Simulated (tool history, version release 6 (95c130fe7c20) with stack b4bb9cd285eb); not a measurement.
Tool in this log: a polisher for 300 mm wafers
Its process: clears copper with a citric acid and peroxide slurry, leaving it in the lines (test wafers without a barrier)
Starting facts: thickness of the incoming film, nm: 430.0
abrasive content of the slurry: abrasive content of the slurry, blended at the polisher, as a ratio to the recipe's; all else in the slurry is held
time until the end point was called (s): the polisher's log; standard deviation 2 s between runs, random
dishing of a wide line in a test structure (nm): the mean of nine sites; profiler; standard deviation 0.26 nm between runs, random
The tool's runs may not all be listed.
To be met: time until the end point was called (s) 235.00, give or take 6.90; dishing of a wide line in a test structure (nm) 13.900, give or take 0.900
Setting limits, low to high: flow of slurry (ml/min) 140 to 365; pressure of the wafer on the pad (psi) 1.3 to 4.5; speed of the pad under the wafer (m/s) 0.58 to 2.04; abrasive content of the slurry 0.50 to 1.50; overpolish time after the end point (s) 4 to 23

| run | day | flow of slurry (ml/min) | pressure of the wafer on the pad (psi) | speed of the pad under the wafer (m/s) | abrasive content of the slurry | overpolish time after the end point (s) | time until the end point was called (s) | dishing of a wide line in a test structure (nm) |
|---|---|---|---|---|---|---|---|---|
| 1 | 0.000 | 235 | 2.9 | 1.30 | 1.00 | 12 | 189.79 | 14.088 |
| 2 | 0.158 | 230 | 2.7 | 1.30 | 1.00 | 13 | 200.01 | 14.036 |
| 3 | 0.292 | 230 | 2.6 | 1.30 | 1.00 | 14 | 207.37 | 13.892 |
| 4 | 0.604 | 230 | 2.6 | 1.30 | 1.15 | 14 | 200.28 | 14.180 |
| 5 | 0.958 | 250 | 2.6 | 1.30 | 1.15 | 14 | 198.51 | 14.670 |
| 6 | 1.175 | 250 | 2.6 | 1.30 | 1.15 | 18 | 197.32 | 16.641 |
| 7 | 1.379 | 245 | 2.5 | 1.30 | 1.15 | 18 | 205.37 | 16.447 |
| 8 | 1.629 | 240 | 2.4 | 1.30 | 1.15 | 17 | 214.09 | 15.677 |
| 9 | 1.883 | 235 | 2.3 | 1.30 | 1.15 | 16 | 218.87 | 14.876 |
| 10 | 2.233 | 235 | 2.3 | 1.30 | 1.15 | 16 | 219.25 | 15.184 |
| 11 | 2.367 | 235 | 2.3 | 1.30 | 1.15 | 15 | 215.37 | 14.153 |
| 12 | 2.575 | 235 | 2.2 | 1.30 | 1.15 | 15 | 224.73 | 14.447 |
| 13 | 2.908 | 230 | 2.2 | 1.30 | 1.15 | 15 | 224.34 | 14.078 |

Exercise: of the 4 proposed moves below, exactly one satisfies all targets within the stated allowed misses. Which move is it?
| A | 3.242 | 200 | 2.6 | 0.98 | 1.15 | 22 | ? | ? |
| B | 3.242 | 225 | 2.1 | 1.40 | 1.20 | 11 | ? | ? |
| C | 3.242 | 290 | 1.5 | 1.72 | 1.00 | 16 | ? | ? |
| D | 3.242 | 195 | 2.6 | 1.20 | 1.10 | 15 | ? | ? |

| move | time until the end point was called (s) | dishing of a wide line in a test structure (nm) |
|---|---|---|
| A | 254.05 | 16.421 |
| B | 218.53 | 12.355 |
| C | 234.55 | 14.552 |
| D | 220.17 | 14.677 |
A: takes the result that was furthest off past its target
B: misses by more than the last run did
C: all results in spec
D: misses by more than the last run did
Correct choice: C, which meets every target
